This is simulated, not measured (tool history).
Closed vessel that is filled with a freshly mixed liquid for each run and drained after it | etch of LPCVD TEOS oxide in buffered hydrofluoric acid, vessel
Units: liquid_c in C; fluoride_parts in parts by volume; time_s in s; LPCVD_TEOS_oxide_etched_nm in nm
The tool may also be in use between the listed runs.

run 1 hour=0.0 | liquid_c=21.0 fluoride_parts=17.5 time_s=90 | LPCVD_TEOS_oxide_etched_nm=69.428
run 2 hour=1.9 | liquid_c=24.0 fluoride_parts=17.5 time_s=90 | LPCVD_TEOS_oxide_etched_nm=82.146
run 3 hour=3.3 | liquid_c=23.5 fluoride_parts=17.5 time_s=90 | LPCVD_TEOS_oxide_etched_nm=79.938
run 4 hour=9.9 | liquid_c=23.5 fluoride_parts=17.5 time_s=90 | LPCVD_TEOS_oxide_etched_nm=79.484
run 5 hour=14.0 | liquid_c=23.5 fluoride_parts=17.5 time_s=95 | LPCVD_TEOS_oxide_etched_nm=84.771
run 6 hour=14.5 | liquid_c=26.5 fluoride_parts=17.5 time_s=95 | LPCVD_TEOS_oxide_etched_nm=99.700
run 7 hour=20.5 | liquid_c=25.5 fluoride_parts=17.5 time_s=95 | LPCVD_TEOS_oxide_etched_nm=94.341
run 8 hour=22.6 | liquid_c=24.5 fluoride_parts=17.5 time_s=95 | LPCVD_TEOS_oxide_etched_nm=89.437

Run 9 comes next. What will it give?
run 9 hour=31.5 | liquid_c=23.5 fluoride_parts=17.5 time_s=95 | LPCVD_TEOS_oxide_etched_nm=?

Run 9 gave LPCVD_TEOS_oxide_etched_nm 85.021 nm.

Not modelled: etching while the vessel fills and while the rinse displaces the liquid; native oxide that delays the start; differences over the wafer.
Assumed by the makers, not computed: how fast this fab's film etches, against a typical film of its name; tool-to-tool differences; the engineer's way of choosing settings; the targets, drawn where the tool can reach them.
